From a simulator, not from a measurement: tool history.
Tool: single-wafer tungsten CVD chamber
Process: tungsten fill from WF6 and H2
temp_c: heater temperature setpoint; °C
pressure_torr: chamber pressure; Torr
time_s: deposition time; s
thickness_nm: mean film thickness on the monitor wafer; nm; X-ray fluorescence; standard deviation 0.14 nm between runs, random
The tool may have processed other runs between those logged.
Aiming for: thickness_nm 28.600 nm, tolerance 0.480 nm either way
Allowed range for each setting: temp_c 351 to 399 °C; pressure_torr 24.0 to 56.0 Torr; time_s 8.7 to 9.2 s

| run | hour | temp_c | pressure_torr | time_s | thickness_nm |
|---|---|---|---|---|---|
| 1 | 0.0 | 375 | 40.0 | 9.2 | 20.255 |
| 2 | 5.3 | 375 | 36.8 | 9.2 | 19.682 |
| 3 | 13.8 | 375 | 36.8 | 8.7 | 18.735 |
| 4 | 19.3 | 375 | 39.9 | 8.7 | 19.137 |
| 5 | 21.1 | 375 | 39.9 | 8.7 | 19.017 |
| 6 | 24.4 | 384 | 39.9 | 8.7 | 22.833 |
| 7 | 29.6 | 386 | 40.0 | 8.7 | 23.701 |
| 8 | 38.3 | 387 | 40.0 | 8.7 | 24.203 |
| 9 | 39.6 | 388 | 40.0 | 8.7 | 24.375 |
| 10 | 42.0 | 389 | 40.0 | 8.7 | 25.290 |
|  | 47.6 | thermocouple changed; heater temperature recalibrated |
| 11 | 47.6 | 390 | 40.0 | 8.7 | 26.811 |
| 12 | 48.7 | 392 | 40.1 | 8.7 | 27.855 |

Exercise: of the 5 proposed moves below, exactly one satisfies all targets within the stated allowed misses. Which move is it?
| A | 49.8 | 393 | 41.7 | 8.7 | ? |
| B | 49.8 | 392 | 44.7 | 8.9 | ? |
| C | 49.8 | 395 | 39.7 | 8.8 | ? |
| D | 49.8 | 394 | 39.8 | 8.9 | ? |
| E | 49.8 | 395 | 43.0 | 8.7 | ? |

| move | thickness_nm |
|---|---|
| A | 28.665 |
| B | 29.496 |
| C | 29.569 |
| D | 29.395 |
| E | 30.039 |
A: each result inside its tolerance
B: takes the result that was furthest off past its target
C: takes the result that was furthest off past its target
D: takes the result that was furthest off past its target
E: takes the result that was furthest off past its target
A meets every target.
